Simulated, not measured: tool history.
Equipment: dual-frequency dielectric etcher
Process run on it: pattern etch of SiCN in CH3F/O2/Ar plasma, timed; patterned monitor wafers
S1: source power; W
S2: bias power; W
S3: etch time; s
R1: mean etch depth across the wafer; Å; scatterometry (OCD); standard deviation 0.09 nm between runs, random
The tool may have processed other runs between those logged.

run 1 hour=0.0 | S1=480 S2=97 S3=58.5 | R1=273.24
run 2 hour=1.0 | S1=560 S2=97 S3=58.5 | R1=286.03
run 3 hour=6.7 | S1=520 S2=90 S3=58.5 | R1=274.25
run 4 hour=12.8 | S1=520 S2=90 S3=61.0 | R1=286.36
run 5 hour=15.8 | S1=490 S2=84 S3=60.5 | R1=272.75
run 6 hour=21.0 | S1=460 S2=79 S3=60.0 | R1=261.15
run 7 hour=23.9 | S1=440 S2=75 S3=60.0 | R1=255.56
run 8 hour=27.2 | S1=420 S2=72 S3=60.0 | R1=247.01
run 9 hour=30.9 | S1=420 S2=72 S3=60.0 | R1=248.78
run 10 hour=34.0 | S1=400 S2=70 S3=60.0 | R1=241.28

Predict the results of run 11:
run 11 hour=43.0 | S1=390 S2=69 S3=60.0 | R1=?

Logged for run 11: R1 239.40 Å.

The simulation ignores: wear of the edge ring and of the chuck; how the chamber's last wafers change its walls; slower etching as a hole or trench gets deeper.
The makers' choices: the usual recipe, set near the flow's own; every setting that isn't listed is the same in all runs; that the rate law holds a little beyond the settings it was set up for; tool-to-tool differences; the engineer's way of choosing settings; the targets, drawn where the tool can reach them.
